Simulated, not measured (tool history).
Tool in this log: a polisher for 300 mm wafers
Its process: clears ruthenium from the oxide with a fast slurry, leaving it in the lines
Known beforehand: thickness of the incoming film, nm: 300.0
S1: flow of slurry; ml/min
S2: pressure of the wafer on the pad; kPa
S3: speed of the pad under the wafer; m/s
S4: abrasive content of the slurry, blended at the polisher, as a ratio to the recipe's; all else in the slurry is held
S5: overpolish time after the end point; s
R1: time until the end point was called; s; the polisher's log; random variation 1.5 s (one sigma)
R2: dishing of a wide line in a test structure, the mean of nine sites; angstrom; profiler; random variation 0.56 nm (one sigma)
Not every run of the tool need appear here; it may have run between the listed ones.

run	hour	S1	S2	S3	S4	S5	R1	R2
1	0.0	270	20.0	0.84	1.00	29	87.946	648.58
2	4.5	270	15.9	0.84	1.00	29	108.830	561.24
3	9.1	225	15.9	0.84	1.00	29	108.110	548.17
4	11.6	220	16.5	0.84	1.00	26	103.200	529.58
5	20.0	220	16.5	0.84	0.85	26	114.600	498.18
6	22.4	220	16.5	0.62	0.85	26	153.450	395.07
7	25.6	225	22.1	0.62	0.90	13	112.020	289.72

What will run 8 give?
8	29.7	225	22.8	0.64	0.90	15	?	?

R1: 104.510 s
R2: 344.05 angstrom
